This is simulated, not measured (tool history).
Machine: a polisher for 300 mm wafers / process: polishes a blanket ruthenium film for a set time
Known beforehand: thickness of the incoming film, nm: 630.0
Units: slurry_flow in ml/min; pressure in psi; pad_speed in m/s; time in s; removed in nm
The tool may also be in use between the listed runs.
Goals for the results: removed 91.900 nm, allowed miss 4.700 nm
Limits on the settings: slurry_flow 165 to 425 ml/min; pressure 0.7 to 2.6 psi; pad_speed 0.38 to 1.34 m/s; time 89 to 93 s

run	hour	slurry_flow	pressure	pad_speed	time	removed
1	0.0	275	1.6	0.86	89	58.505
2	7.5	275	1.6	0.86	89	58.725
3	12.2	345	1.6	0.86	89	59.888
4	17.7	345	1.7	0.86	89	61.639
5	25.0	345	1.7	0.94	89	68.482
6	33.3	345	1.7	0.72	89	52.286
7	41.7	345	2.2	0.76	89	70.022
8	50.7	345	2.3	0.78	89	77.085
9	58.6	345	2.4	0.78	89	79.630
10	61.8	345	2.5	0.80	89	84.001

Exactly one of the 5 candidate moves below puts every result within its allowed miss. Which one?
A	65.0	335	2.4	0.78	89	?
B	65.0	385	2.3	0.88	93	?
C	65.0	295	2.4	0.76	92	?
D	65.0	335	2.6	0.76	89	?
E	65.0	350	2.4	0.82	89	?

move	removed
A	79.211
B	90.102
C	79.091
D	83.531
E	83.397
A: its largest miss is bigger than the last run's
B: in spec on every target
C: its largest miss is bigger than the last run's
D: its largest miss is bigger than the last run's
E: its largest miss is bigger than the last run's
Move B is the one to make.
